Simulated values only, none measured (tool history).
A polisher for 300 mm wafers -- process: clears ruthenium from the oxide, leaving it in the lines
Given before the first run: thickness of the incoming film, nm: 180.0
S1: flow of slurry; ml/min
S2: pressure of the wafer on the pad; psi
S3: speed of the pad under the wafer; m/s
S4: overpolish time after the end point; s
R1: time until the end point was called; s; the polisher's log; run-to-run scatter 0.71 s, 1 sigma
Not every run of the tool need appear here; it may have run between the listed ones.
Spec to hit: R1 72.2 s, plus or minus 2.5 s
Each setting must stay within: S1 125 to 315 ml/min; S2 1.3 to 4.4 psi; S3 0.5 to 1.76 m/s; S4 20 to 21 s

run  hour   S1   S2    S3  S4      R1
  1     0  205  2.8  1.12  20   87.02
  2   2.2  230  2.8  1.12  20  87.134
  3   7.5  230    3  1.12  20   82.02
  4  10.1  230  2.6  1.12  20   93.26
  5  18.3  230  2.9  1.12  20  81.966
  6  26.6  255  2.9  1.12  20  80.709
  7  29.5  265    3  1.12  20  78.959
  8  33.3  265    3  1.12  20  80.744
  9  36.7  265  3.1  1.12  20  78.361
 10  45.2  265  3.2  1.12  20  74.844

Which one of the following 4 next-run settings gets every result inside its allowed miss? There is exactly one.
  A  53.7  240  3.1  1.14  21   ?
  B  53.7  260  3.1   1.1  20   ?
  C  53.7  265    3  1.16  21   ?
  D  53.7  270  3.4  1.08  21   ?

move      R1
   A  76.801
   B  78.537
   C  77.357
   D  72.641
A: the biggest miss grows against the last run
B: the biggest miss grows against the last run
C: the biggest miss grows against the last run
D: meets every target
The move that meets every target is D.

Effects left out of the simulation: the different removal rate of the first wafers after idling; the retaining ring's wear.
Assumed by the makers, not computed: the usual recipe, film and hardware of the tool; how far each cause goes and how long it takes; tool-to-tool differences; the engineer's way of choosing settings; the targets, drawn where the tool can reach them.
